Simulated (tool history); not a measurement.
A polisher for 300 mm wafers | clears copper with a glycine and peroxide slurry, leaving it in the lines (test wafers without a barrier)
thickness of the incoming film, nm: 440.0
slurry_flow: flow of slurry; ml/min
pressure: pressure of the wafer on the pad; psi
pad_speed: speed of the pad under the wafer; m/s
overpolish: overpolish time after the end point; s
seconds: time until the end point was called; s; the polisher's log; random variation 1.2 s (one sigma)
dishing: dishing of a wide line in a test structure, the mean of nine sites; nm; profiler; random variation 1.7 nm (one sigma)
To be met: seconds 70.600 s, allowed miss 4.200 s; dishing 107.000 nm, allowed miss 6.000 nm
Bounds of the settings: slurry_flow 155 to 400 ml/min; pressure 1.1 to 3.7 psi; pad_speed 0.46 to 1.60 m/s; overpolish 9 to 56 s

run 1 hour=0.0 | slurry_flow=255 pressure=2.4 pad_speed=1.02 overpolish=29 | seconds=91.145 dishing=73.330
run 2 hour=6.9 | slurry_flow=255 pressure=2.1 pad_speed=1.02 overpolish=29 | seconds=99.762 dishing=70.025
run 3 hour=14.0 | slurry_flow=255 pressure=2.1 pad_speed=0.80 overpolish=29 | seconds=117.820 dishing=62.622
run 4 hour=20.6 | slurry_flow=255 pressure=1.6 pad_speed=0.80 overpolish=29 | seconds=142.580 dishing=55.053
run 5 hour=29.1 | slurry_flow=215 pressure=1.6 pad_speed=0.80 overpolish=29 | seconds=138.830 dishing=54.145
run 6 hour=33.5 | slurry_flow=215 pressure=1.8 pad_speed=0.80 overpolish=29 | seconds=132.570 dishing=58.115
run 7 hour=37.9 | slurry_flow=215 pressure=2.3 pad_speed=0.84 overpolish=31 | seconds=114.030 dishing=69.541
run 8 hour=41.5 | slurry_flow=220 pressure=2.7 pad_speed=0.88 overpolish=31 | seconds=94.513 dishing=76.838
run 9 hour=46.3 | slurry_flow=220 pressure=2.9 pad_speed=0.90 overpolish=33 | seconds=93.251 dishing=85.414
run 10 hour=53.3 | slurry_flow=220 pressure=3.1 pad_speed=0.92 overpolish=33 | seconds=83.977 dishing=89.034
run 11 hour=58.5 | slurry_flow=220 pressure=3.3 pad_speed=0.92 overpolish=34 | seconds=79.206 dishing=91.504

5 next moves are on the table. One of them brings every result within its allowed miss. Which?
run A hour=63.7 | slurry_flow=290 pressure=3.0 pad_speed=1.20 overpolish=39 | seconds=? dishing=?
run B hour=63.7 | slurry_flow=180 pressure=3.3 pad_speed=0.98 overpolish=28 | seconds=? dishing=?
run C hour=63.7 | slurry_flow=265 pressure=3.7 pad_speed=1.20 overpolish=24 | seconds=? dishing=?
run D hour=63.7 | slurry_flow=230 pressure=3.2 pad_speed=0.94 overpolish=31 | seconds=? dishing=?
run E hour=63.7 | slurry_flow=235 pressure=3.7 pad_speed=1.22 overpolish=26 | seconds=? dishing=?

move=A seconds=68.450 dishing=105.180
move=B seconds=77.588 dishing=81.389
move=C seconds=58.972 dishing=88.360
move=D seconds=79.455 dishing=85.654
move=E seconds=58.921 dishing=92.951
A: meets every target
B: further off than the last run
C: further off than the last run
D: further off than the last run
E: further off than the last run
Move A is the one to make.
